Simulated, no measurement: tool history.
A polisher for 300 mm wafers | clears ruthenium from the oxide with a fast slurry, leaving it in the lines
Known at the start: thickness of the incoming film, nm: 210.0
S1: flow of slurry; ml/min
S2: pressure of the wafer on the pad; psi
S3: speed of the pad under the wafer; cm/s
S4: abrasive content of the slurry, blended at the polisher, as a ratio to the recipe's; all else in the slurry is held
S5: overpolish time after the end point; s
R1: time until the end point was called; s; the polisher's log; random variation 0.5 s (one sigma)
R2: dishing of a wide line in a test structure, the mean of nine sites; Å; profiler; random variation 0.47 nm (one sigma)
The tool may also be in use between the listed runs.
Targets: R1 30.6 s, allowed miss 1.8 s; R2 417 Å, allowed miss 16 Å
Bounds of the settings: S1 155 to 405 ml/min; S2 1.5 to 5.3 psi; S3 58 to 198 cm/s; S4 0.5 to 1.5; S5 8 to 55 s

| run | day | S1 | S2 | S3 | S4 | S5 | R1 | R2 |
|---|---|---|---|---|---|---|---|---|
| 1 | 0 | 260 | 3.4 | 128 | 1 | 28 | 27.448 | 1184.6 |
| 2 | 0.267 | 260 | 3.4 | 128 | 1 | 19 | 26.5 | 917.81 |
| 3 | 0.529 | 260 | 3.4 | 146 | 1 | 19 | 24.446 | 985.61 |
| 4 | 0.708 | 260 | 3.4 | 146 | 1 | 8 | 24.535 | 509.06 |
| 5 | 0.783 | 260 | 3.4 | 146 | 1 | 8 | 24.766 | 513.68 |
| 6 | 0.812 | 260 | 3.4 | 146 | 1 | 13 | 24.193 | 741.62 |
| 7 | 0.871 | 265 | 3.3 | 138 | 1.05 | 12 | 26.387 | 680.92 |
| 8 | 0.929 | 260 | 3.3 | 136 | 1 | 12 | 27.095 | 643.83 |
| 9 | 0.958 | 255 | 3.4 | 134 | 0.95 | 11 | 27.37 | 611.48 |
| 10 | 1.267 | 240 | 3.2 | 144 | 0.9 | 11 | 26.987 | 597.19 |
| 11 | 1.3 | 225 | 3.2 | 142 | 0.85 | 11 | 29.806 | 558.56 |
| 12 | 1.392 | 155 | 3.7 | 136 | 0.6 | 8 | 33.642 | 380.96 |
| 13 | 1.712 | 160 | 3.7 | 136 | 0.6 | 8 | 33.149 | 392.05 |
| 14 | 2.054 | 165 | 3.7 | 136 | 0.6 | 8 | 32.475 | 390.72 |
| 15 | 2.125 | 170 | 3.7 | 136 | 0.6 | 8 | 32.684 | 384.5 |
| 16 | 2.158 | 175 | 3.7 | 136 | 0.6 | 8 | 33.299 | 396.06 |

4 next moves are on the table. One of them brings every result within its allowed miss. Which?
| A | 2.192 | 155 | 4.4 | 116 | 0.65 | 8 | ? | ? |
| B | 2.192 | 185 | 3.5 | 124 | 0.65 | 9 | ? | ? |
| C | 2.192 | 195 | 3.2 | 120 | 0.8 | 8 | ? | ? |
| D | 2.192 | 180 | 3.7 | 136 | 0.55 | 8 | ? | ? |

| move | R1 | R2 |
|---|---|---|
| A | 30.702 | 417.58 |
| B | 35.548 | 407.07 |
| C | 35.327 | 368.43 |
| D | 34.807 | 373.37 |
A: meets every target
B: further off than the last run
C: further off than the last run
D: further off than the last run
Answer: A
